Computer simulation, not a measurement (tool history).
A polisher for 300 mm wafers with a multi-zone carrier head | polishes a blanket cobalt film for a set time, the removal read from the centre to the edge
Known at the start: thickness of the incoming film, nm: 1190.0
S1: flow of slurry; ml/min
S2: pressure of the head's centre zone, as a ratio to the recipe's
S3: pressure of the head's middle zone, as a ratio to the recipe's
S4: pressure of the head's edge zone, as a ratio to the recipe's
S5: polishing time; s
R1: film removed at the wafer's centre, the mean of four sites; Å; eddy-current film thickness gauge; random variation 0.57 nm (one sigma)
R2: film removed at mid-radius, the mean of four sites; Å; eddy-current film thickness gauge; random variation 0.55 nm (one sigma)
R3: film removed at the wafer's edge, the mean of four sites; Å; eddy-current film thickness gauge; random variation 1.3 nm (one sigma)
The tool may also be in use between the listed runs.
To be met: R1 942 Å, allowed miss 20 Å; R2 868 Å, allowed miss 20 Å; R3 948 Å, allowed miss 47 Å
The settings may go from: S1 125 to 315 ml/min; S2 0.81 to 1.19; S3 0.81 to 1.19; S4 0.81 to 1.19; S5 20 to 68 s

Run 1, hour 0: S1 205 ml/min, S2 1, S3 1, S4 1, S5 44 s. Result: R1 1190.4 Å, R2 1171.9 Å, R3 1169.9 Å.
Run 2, hour 5.3: S1 195 ml/min, S2 0.98, S3 0.96, S4 0.97, S5 43 s. Result: R1 1121.6 Å, R2 1117.1 Å, R3 1125.9 Å.
Run 3, hour 13.3: S1 190 ml/min, S2 0.98, S3 0.93, S4 0.96, S5 41 s. Result: R1 1070.3 Å, R2 1019.9 Å, R3 1055.3 Å.
Run 4, hour 22: S1 180 ml/min, S2 0.97, S3 0.9, S4 0.94, S5 41 s. Result: R1 1037.9 Å, R2 988.39 Å, R3 1002.5 Å.
Run 5, hour 30.1: S1 180 ml/min, S2 0.97, S3 0.9, S4 0.86, S5 41 s. Result: R1 1052.2 Å, R2 992.68 Å, R3 988.15 Å.
Run 6, hour 36.2: S1 180 ml/min, S2 0.97, S3 0.9, S4 0.86, S5 31 s. Result: R1 784.38 Å, R2 736.04 Å, R3 743.59 Å.
Run 7, hour 37.3: S1 200 ml/min, S2 0.99, S3 0.92, S4 0.92, S5 31 s. Result: R1 831.38 Å, R2 774.5 Å, R3 775.79 Å.
Run 8, hour 43.4: S1 215 ml/min, S2 0.99, S3 0.92, S4 0.98, S5 31 s. Result: R1 832.33 Å, R2 773.29 Å, R3 807.43 Å.
At hour 48.1: worn pad replaced by a new one.
Run 9, hour 48.1: S1 225 ml/min, S2 1, S3 0.94, S4 1.02, S5 31 s. Result: R1 922.56 Å, R2 859.26 Å, R3 891.26 Å.
Run 10, hour 52.6: S1 225 ml/min, S2 1, S3 0.93, S4 1.04, S5 31 s. Result: R1 922 Å, R2 862.01 Å, R3 904.03 Å.
Run 11, hour 58.2: S1 240 ml/min, S2 1.01, S3 0.9, S4 1.11, S5 31 s. Result: R1 942.96 Å, R2 846.35 Å, R3 949.43 Å.

Which of these 5 next moves meets every target?
Run A, hour 63.8: S1 265 ml/min, S2 0.99, S3 0.83, S4 1.14, S5 31 s. Result: R1 ?, R2 ?, R3 ?.
Run B, hour 63.8: S1 240 ml/min, S2 1.01, S3 0.93, S4 1.1, S5 31 s. Result: R1 ?, R2 ?, R3 ?.
Run C, hour 63.8: S1 190 ml/min, S2 1.01, S3 0.92, S4 1.08, S5 31 s. Result: R1 ?, R2 ?, R3 ?.
Run D, hour 63.8: S1 220 ml/min, S2 0.96, S3 0.83, S4 1.06, S5 32 s. Result: R1 ?, R2 ?, R3 ?.
Run E, hour 63.8: S1 270 ml/min, S2 0.99, S3 0.85, S4 1.19, S5 31 s. Result: R1 ?, R2 ?, R3 ?.

move      R1      R2      R3
   A  933.41  797.03  980.41
   B  940.42  865.09   954.7
   C  904.87  828.41  923.18
   D   909.7  803.66  962.21
   E  935.75  814.41  1001.4
A: further off than the last run
B: meets every target
C: further off than the last run
D: further off than the last run
E: further off than the last run
Move B is the one to make.
